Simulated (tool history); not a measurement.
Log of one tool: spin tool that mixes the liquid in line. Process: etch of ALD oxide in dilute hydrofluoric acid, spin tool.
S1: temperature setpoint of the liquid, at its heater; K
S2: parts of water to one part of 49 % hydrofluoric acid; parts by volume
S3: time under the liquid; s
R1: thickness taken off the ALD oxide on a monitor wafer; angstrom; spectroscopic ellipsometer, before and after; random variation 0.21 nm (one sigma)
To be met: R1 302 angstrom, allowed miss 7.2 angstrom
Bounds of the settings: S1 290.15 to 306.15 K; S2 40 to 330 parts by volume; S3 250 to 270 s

{"run": 1, "day": 0.0, "S1": 298.15, "S2": 185, "S3": 250, "R1": 165.78}
{"run": 2, "day": 0.062, "S1": 300.65, "S2": 170, "S3": 250, "R1": 200.82}
{"run": 3, "day": 0.188, "S1": 302.15, "S2": 160, "S3": 250, "R1": 228}
{"run": 4, "day": 0.512, "S1": 302.15, "S2": 160, "S3": 270, "R1": 246.92}
{"run": 5, "day": 0.746, "S1": 303.15, "S2": 155, "S3": 270, "R1": 266.37}
{"run": 6, "day": 0.8, "S1": 303.15, "S2": 195, "S3": 270, "R1": 202.24}
{"run": 7, "day": 0.854, "S1": 304.15, "S2": 180, "S3": 270, "R1": 228.9}
{"run": 8, "day": 1.146, "S1": 304.65, "S2": 170, "S3": 270, "R1": 249.94}
{"run": 9, "day": 1.458, "S1": 304.65, "S2": 170, "S3": 270, "R1": 252.1}
{"run": 10, "day": 1.804, "S1": 305.15, "S2": 165, "S3": 270, "R1": 266.57}

5 next moves are on the table. One of them brings every result within its allowed miss. Which?
{"run": "A", "day": 2.15, "S1": 306.15, "S2": 160, "S3": 265, "R1": "?"}
{"run": "B", "day": 2.15, "S1": 302.15, "S2": 135, "S3": 255, "R1": "?"}
{"run": "C", "day": 2.15, "S1": 304.65, "S2": 140, "S3": 270, "R1": "?"}
{"run": "D", "day": 2.15, "S1": 304.65, "S2": 145, "S3": 255, "R1": "?"}
{"run": "E", "day": 2.15, "S1": 303.15, "S2": 135, "S3": 260, "R1": "?"}

move=A R1=279.19
move=B R1=285.53
move=C R1=317.03
move=D R1=287.12
move=E R1=301.98
A: nearer than the last run, and not there yet
B: nearer than the last run, and not there yet
C: takes the result that was furthest off past its target
D: nearer than the last run, and not there yet
E: meets every target
Answer: E
